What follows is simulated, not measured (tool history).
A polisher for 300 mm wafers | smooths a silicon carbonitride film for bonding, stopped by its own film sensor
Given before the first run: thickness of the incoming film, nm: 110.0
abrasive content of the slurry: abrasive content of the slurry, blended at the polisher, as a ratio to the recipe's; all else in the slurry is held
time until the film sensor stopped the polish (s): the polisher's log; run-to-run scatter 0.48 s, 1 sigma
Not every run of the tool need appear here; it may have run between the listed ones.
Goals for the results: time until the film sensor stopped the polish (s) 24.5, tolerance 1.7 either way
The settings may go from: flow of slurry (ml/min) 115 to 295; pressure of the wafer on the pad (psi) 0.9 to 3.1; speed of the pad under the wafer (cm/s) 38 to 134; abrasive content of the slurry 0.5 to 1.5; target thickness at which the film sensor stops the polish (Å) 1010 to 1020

run,hour,flow of slurry (ml/min),pressure of the wafer on the pad (psi),speed of the pad under the wafer (cm/s),abrasive content of the slurry,target thickness at which the film sensor stops the polish (Å),time until the film sensor stopped the polish (s)
1,0,190,2,86,1,1010,37.295
2,8.4,190,2,102,1,1010,30.179
3,16.6,160,2,102,1,1010,31.674
4,23,160,2,102,1.15,1010,30.094
5,29.5,160,1.5,102,1.15,1010,40.961
6,37,160,1.7,102,1.15,1010,35.821
7,41.9,160,1.8,102,1.15,1010,34.486
8,50.7,160,1.9,102,1.15,1010,32.313
9,58.2,160,2,102,1.15,1010,29.822
10,65.7,160,2.2,102,1.15,1010,27.169
11,66.3,160,2.3,102,1.15,1010,27.14

Next run, 4 choices. One meets every target within its allowed miss, the rest don't. Which?
A,66.9,155,2.9,104,0.95,1020,?
B,66.9,160,2.3,104,1.1,1020,?
C,66.9,145,2.3,116,1.15,1020,?
D,66.9,125,3,98,1.15,1020,?

move,time until the film sensor stopped the polish (s)
A,20.728
B,24.27
C,22.266
D,20.33
A: takes the biggest miss from the last run beyond its target
B: each result inside its tolerance
C: takes the biggest miss from the last run beyond its target
D: takes the biggest miss from the last run beyond its target
Correct choice: B, which meets every target
